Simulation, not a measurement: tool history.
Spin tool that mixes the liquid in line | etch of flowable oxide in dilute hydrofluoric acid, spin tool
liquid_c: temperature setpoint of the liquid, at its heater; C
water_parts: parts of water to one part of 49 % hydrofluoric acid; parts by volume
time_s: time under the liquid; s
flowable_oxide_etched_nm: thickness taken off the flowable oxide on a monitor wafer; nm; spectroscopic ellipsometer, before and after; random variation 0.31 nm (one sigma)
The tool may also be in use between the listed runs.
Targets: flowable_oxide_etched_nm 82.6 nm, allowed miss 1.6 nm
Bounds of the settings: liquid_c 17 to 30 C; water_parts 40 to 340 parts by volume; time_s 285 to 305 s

run  hour  liquid_c  water_parts  time_s  flowable_oxide_etched_nm
  1     0        22          190     285                    45.388
  2   7.1        24          180     285                    52.229
  3  12.3        24          180     305                    55.891
  4  18.3        24          180     305                    55.723
  5  21.6        24          235     305                    40.612
  6  28.8        24          235     285                    37.794
  7  34.6        24          235     285                    37.671
  8  41.9      25.5          210     285                    45.725
  9  44.7      26.5          190     285                    53.953
 10  49.7      27.5          175     285                    61.833
 11  57.8        28          165     285                    67.641
 12  60.8      28.5          160     285                    71.189
 13  65.8        29          155     285                    75.468
 14  67.2      29.5          155     285                    76.896
 15  70.8        30          145     285                    84.282

4 next moves are on the table. One of them brings every result within its allowed miss. Which?
  A  74.4      27.5          130     285                         ?
  B  74.4      29.5          140     285                         ?
  C  74.4        27          135     285                         ?
  D  74.4        30          140     285                         ?

move  flowable_oxide_etched_nm
   A                     87.95
   B                      86.8
   C                    82.597
   D                    88.392
A: further off than the last run
B: further off than the last run
C: meets every target
D: further off than the last run
Answer: C
